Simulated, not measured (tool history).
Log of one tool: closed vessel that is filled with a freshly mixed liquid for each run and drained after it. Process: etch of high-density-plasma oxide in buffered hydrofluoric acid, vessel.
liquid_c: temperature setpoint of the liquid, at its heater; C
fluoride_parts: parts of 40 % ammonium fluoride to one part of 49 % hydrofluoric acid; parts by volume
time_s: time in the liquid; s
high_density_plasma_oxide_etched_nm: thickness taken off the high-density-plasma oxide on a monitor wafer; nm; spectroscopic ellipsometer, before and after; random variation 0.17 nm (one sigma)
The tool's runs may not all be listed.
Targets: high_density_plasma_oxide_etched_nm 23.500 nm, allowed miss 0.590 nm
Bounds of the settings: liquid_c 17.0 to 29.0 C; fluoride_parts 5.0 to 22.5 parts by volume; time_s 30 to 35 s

| run | hour | liquid_c | fluoride_parts | time_s | high_density_plasma_oxide_etched_nm |
|---|---|---|---|---|---|
| 1 | 0.0 | 21.0 | 13.5 | 35 | 29.302 |
| 2 | 1.0 | 24.0 | 13.5 | 35 | 34.734 |
| 3 | 5.8 | 22.5 | 13.5 | 35 | 32.462 |
| 4 | 8.1 | 22.5 | 16.5 | 35 | 26.018 |
| 5 | 16.8 | 22.0 | 16.5 | 35 | 25.583 |
| 6 | 24.2 | 22.0 | 16.5 | 35 | 25.693 |
| 7 | 27.7 | 21.5 | 16.5 | 35 | 25.068 |
| 8 | 31.5 | 21.0 | 16.5 | 35 | 24.340 |
| 9 | 33.6 | 21.0 | 16.5 | 35 | 24.440 |

4 next moves are on the table. One of them brings every result within its allowed miss. Which?
| A | 35.7 | 21.0 | 17.0 | 35 | ? |
| B | 35.7 | 24.0 | 19.0 | 35 | ? |
| C | 35.7 | 21.5 | 16.5 | 35 | ? |
| D | 35.7 | 21.5 | 16.0 | 30 | ? |

| move | high_density_plasma_oxide_etched_nm |
|---|---|
| A | 23.488 |
| B | 24.841 |
| C | 24.872 |
| D | 21.975 |
A: meets every target
B: further off than the last run
C: further off than the last run
D: takes the result that was furthest off past its target
Move A is the one to make.
